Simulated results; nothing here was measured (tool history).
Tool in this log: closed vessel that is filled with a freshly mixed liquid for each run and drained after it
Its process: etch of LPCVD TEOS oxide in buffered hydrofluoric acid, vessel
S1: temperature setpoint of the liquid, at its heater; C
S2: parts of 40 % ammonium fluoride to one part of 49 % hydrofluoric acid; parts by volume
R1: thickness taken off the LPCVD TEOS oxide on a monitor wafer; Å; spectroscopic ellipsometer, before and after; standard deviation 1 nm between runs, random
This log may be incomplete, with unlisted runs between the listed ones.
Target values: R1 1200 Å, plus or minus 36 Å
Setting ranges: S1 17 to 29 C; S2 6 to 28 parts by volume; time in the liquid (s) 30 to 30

Run 1, hour 0: S1 21 C, S2 17 parts by volume, time in the liquid (s) 30. Result: R1 850.98 Å.
Run 2, hour 8.2: S1 21 C, S2 20.5 parts by volume, time in the liquid (s) 30. Result: R1 717.15 Å.
Run 3, hour 12.1: S1 23 C, S2 20 parts by volume, time in the liquid (s) 30. Result: R1 827.56 Å.
Run 4, hour 18.6: S1 24.5 C, S2 20 parts by volume, time in the liquid (s) 30. Result: R1 869.59 Å.
Run 5, hour 26.2: S1 24.5 C, S2 20 parts by volume, time in the liquid (s) 30. Result: R1 886.4 Å.
Run 6, hour 33.5: S1 24.5 C, S2 20 parts by volume, time in the liquid (s) 30. Result: R1 866.63 Å.
Run 7, hour 36.7: S1 25.5 C, S2 19.5 parts by volume, time in the liquid (s) 30. Result: R1 942.98 Å.
Run 8, hour 45.3: S1 26.5 C, S2 19 parts by volume, time in the liquid (s) 30. Result: R1 1032.9 Å.

Of the 4 settings listed for the next run, only one would bring every result within its allowed miss of target. Which one?
Run A, hour 53.9: S1 26.5 C, S2 16.5 parts by volume, time in the liquid (s) 30. Result: R1 ?.
Run B, hour 53.9: S1 29 C, S2 20.5 parts by volume, time in the liquid (s) 30. Result: R1 ?.
Run C, hour 53.9: S1 26.5 C, S2 17.5 parts by volume, time in the liquid (s) 30. Result: R1 ?.
Run D, hour 53.9: S1 23.5 C, S2 15 parts by volume, time in the liquid (s) 30. Result: R1 ?.

move      R1
   A  1181.2
   B  1098.5
   C  1114.8
   D  1102.3
A: every result lands within tolerance
B: nearer the targets than the last run, but a result is still out of spec
C: nearer the targets than the last run, but a result is still out of spec
D: nearer the targets than the last run, but a result is still out of spec
So the answer is move A, the one that meets all the targets.
